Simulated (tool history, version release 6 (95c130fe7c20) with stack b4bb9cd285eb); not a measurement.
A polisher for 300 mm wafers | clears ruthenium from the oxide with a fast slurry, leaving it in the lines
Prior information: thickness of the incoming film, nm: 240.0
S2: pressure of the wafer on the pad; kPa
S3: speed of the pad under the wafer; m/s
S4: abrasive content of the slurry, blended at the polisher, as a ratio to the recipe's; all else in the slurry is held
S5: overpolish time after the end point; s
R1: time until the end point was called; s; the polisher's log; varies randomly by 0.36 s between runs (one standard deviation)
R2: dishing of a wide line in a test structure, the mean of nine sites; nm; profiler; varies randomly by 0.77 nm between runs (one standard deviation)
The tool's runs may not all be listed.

Run 1, hour 0: flow of slurry (ml/min) 225, S2 17.2 kPa, S3 1.16 m/s, S4 1, S5 22 s. Result: R1 52.956 s, R2 59.866 nm.
Run 2, hour 7.3: flow of slurry (ml/min) 225, S2 18.6 kPa, S3 1.16 m/s, S4 1, S5 19 s. Result: R1 49.873 s, R2 55.364 nm.
Run 3, hour 14.2: flow of slurry (ml/min) 225, S2 20.7 kPa, S3 1.14 m/s, S4 1, S5 16 s. Result: R1 45.498 s, R2 51.798 nm.
Run 4, hour 16: flow of slurry (ml/min) 225, S2 22.1 kPa, S3 1.12 m/s, S4 1, S5 14 s. Result: R1 44.706 s, R2 47.965 nm.
Run 5, hour 24.4: flow of slurry (ml/min) 225, S2 22.1 kPa, S3 1.28 m/s, S4 1, S5 14 s. Result: R1 39.196 s, R2 52.938 nm.
Run 6, hour 32.5: flow of slurry (ml/min) 225, S2 23.4 kPa, S3 1.26 m/s, S4 1, S5 12 s. Result: R1 38.013 s, R2 51.351 nm.
Run 7, hour 34.3: flow of slurry (ml/min) 230, S2 24.1 kPa, S3 1.18 m/s, S4 1.1, S5 11 s. Result: R1 37.11 s, R2 48.074 nm.

For run 8, what comes out?
Run 8, hour 36.9: flow of slurry (ml/min) 260, S2 24.8 kPa, S3 1.1 m/s, S4 1.2, S5 10 s. Result: R1 ?, R2 ?.

R1: 35.996 s
R2: 41.873 nm
